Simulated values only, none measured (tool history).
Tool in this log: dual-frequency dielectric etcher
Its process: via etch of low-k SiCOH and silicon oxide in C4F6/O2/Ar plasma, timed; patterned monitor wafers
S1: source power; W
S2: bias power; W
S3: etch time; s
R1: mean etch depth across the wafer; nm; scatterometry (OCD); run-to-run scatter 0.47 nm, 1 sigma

run	hour	S1	S2	S3	R1
1	0	380	176	40	99.996
2	2.7	380	176	40	100.99
3	6.3	440	176	40	107.02
4	8.7	380	170	40	100.29
5	9.3	380	183	40	101.37
6	18.3	340	176	39.5	94.733
7	26.4	310	174	39.5	91.266
8	29.7	290	172	39.5	88.842
9	31.5	280	171	39.5	87.549

Predict the results of run 10:
10	36.5	270	170	39.5	?

R1: 86.215 nm

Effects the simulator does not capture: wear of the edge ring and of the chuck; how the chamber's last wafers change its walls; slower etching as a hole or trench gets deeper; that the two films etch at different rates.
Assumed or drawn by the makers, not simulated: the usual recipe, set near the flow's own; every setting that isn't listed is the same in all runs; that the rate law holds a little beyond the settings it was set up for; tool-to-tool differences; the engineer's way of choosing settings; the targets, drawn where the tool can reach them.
